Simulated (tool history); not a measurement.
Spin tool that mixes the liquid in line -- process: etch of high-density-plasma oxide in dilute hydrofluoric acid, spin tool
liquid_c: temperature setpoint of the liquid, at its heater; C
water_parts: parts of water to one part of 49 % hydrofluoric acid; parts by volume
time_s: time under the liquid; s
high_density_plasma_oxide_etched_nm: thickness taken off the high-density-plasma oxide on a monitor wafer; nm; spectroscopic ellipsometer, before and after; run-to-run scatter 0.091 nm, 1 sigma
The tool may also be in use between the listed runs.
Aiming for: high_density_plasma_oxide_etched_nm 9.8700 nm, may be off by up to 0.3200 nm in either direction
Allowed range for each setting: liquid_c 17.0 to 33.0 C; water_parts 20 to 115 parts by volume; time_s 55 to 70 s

| run | hour | liquid_c | water_parts | time_s | high_density_plasma_oxide_etched_nm |
|---|---|---|---|---|---|
| 1 | 0.0 | 25.0 | 65 | 70 | 7.0161 |
| 2 | 4.3 | 27.0 | 65 | 70 | 7.7241 |
| 3 | 9.5 | 28.0 | 65 | 70 | 7.9816 |
| 4 | 14.3 | 26.5 | 65 | 70 | 7.4317 |
| 5 | 20.1 | 28.0 | 65 | 70 | 7.8042 |
| 6 | 21.5 | 29.0 | 65 | 70 | 8.1049 |
| 7 | 25.0 | 30.0 | 65 | 70 | 8.4277 |
| 8 | 29.0 | 33.0 | 60 | 70 | 10.3460 |

Exactly one of the 5 candidate moves below puts every result within its allowed miss. Which one?
| A | 33.0 | 33.0 | 55 | 60 | ? |
| B | 33.0 | 30.0 | 45 | 60 | ? |
| C | 33.0 | 32.5 | 55 | 65 | ? |
| D | 33.0 | 32.5 | 45 | 55 | ? |
| E | 33.0 | 33.0 | 55 | 65 | ? |

| move | high_density_plasma_oxide_etched_nm |
|---|---|
| A | 9.8605 |
| B | 10.9010 |
| C | 10.4800 |
| D | 11.0170 |
| E | 10.6820 |
A: hits every target within its allowed miss
B: further off than the last run
C: further off than the last run
D: further off than the last run
E: further off than the last run
The right move is A.
